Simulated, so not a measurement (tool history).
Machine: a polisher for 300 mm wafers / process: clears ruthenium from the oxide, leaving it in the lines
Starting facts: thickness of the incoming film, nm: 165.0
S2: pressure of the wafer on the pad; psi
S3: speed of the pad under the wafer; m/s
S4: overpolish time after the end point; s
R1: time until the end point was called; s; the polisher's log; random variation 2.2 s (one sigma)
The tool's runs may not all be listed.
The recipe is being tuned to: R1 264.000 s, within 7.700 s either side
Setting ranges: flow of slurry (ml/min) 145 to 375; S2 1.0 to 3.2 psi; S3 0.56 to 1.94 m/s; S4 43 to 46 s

{"run": 1, "day": 0.0, "flow of slurry (ml/min)": 240, "S2": 2.1, "S3": 1.24, "S4": 43, "R1": 98.953}
{"run": 2, "day": 0.183, "flow of slurry (ml/min)": 190, "S2": 2.1, "S3": 1.24, "S4": 43, "R1": 102.02}
{"run": 3, "day": 0.517, "flow of slurry (ml/min)": 160, "S2": 2.1, "S3": 1.24, "S4": 43, "R1": 103.45}
{"run": 4, "day": 0.792, "flow of slurry (ml/min)": 160, "S2": 2.4, "S3": 1.24, "S4": 43, "R1": 92.754}
{"run": 5, "day": 0.954, "flow of slurry (ml/min)": 160, "S2": 2.2, "S3": 1.14, "S4": 43, "R1": 109.75}
{"run": 6, "day": 1.188, "flow of slurry (ml/min)": 210, "S2": 2.2, "S3": 1.14, "S4": 43, "R1": 104.46}
{"run": 7, "day": 1.354, "flow of slurry (ml/min)": 205, "S2": 2.0, "S3": 1.06, "S4": 43, "R1": 122.12}
{"run": 8, "day": 1.567, "flow of slurry (ml/min)": 200, "S2": 1.8, "S3": 1.0, "S4": 43, "R1": 146.07}

Next run, 4 choices. One meets every target within its allowed miss, the rest don't. Which?
{"run": "A", "day": 1.779, "flow of slurry (ml/min)": 170, "S2": 1.2, "S3": 0.82, "S4": 43, "R1": "?"}
{"run": "B", "day": 1.779, "flow of slurry (ml/min)": 275, "S2": 1.6, "S3": 0.62, "S4": 43, "R1": "?"}
{"run": "C", "day": 1.779, "flow of slurry (ml/min)": 160, "S2": 1.6, "S3": 0.68, "S4": 43, "R1": "?"}
{"run": "D", "day": 1.779, "flow of slurry (ml/min)": 185, "S2": 1.3, "S3": 0.8, "S4": 43, "R1": "?"}

move=A R1=264.580
move=B R1=245.530
move=C R1=242.840
move=D R1=247.520
A: in spec on every target
B: an improvement on the last run, though not all results are within tolerance
C: an improvement on the last run, though not all results are within tolerance
D: an improvement on the last run, though not all results are within tolerance
The move that meets every target is A.

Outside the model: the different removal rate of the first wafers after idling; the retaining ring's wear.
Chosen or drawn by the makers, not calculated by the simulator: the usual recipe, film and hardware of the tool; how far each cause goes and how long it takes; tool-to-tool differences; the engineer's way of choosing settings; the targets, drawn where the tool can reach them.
